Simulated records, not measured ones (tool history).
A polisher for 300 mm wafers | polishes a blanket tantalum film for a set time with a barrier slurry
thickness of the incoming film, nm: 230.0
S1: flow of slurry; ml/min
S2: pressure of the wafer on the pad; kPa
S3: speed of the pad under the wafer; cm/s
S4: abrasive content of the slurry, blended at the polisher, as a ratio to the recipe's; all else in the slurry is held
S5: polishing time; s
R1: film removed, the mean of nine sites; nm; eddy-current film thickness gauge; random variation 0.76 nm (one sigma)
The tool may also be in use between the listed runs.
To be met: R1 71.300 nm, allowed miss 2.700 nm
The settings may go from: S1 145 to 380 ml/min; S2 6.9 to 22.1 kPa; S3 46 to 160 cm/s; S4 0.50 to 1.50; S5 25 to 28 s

run  hour   S1    S2   S3    S4  S5      R1
  1   0.0  245  14.5  102  1.00  28  53.237
  2   3.0  245  15.9  102  1.00  28  58.485
  3  12.0  270  15.9  102  1.00  28  59.782
  4  20.9  270  15.9   94  1.00  28  54.557
  5  29.7  270  15.9   94  1.00  28  54.056
  6  30.9  270  15.9   94  0.90  28  52.349
  7  32.0  270  17.2   94  0.90  28  57.086
  8  40.8  270  17.9   94  0.90  28  59.788
  9  47.8  270  18.6   94  0.90  28  62.269
 10  55.8  270  19.3   94  0.90  28  63.043
 11  61.1  270  19.3   94  0.90  28  63.121

5 next moves are on the table. One of them brings every result within its allowed miss. Which?
  A  66.4  255  16.5  110  0.75  26   ?
  B  66.4  255  20.0  104  0.90  28   ?
  C  66.4  300  22.1   72  1.00  25   ?
  D  66.4  250  17.9   96  0.90  27   ?
  E  66.4  255  22.1   66  0.95  28   ?

move      R1
   A  55.098
   B  71.990
   C  52.113
   D  57.615
   E  52.043
A: further off than the last run
B: meets every target
C: further off than the last run
D: further off than the last run
E: further off than the last run
Move B is the one to make.

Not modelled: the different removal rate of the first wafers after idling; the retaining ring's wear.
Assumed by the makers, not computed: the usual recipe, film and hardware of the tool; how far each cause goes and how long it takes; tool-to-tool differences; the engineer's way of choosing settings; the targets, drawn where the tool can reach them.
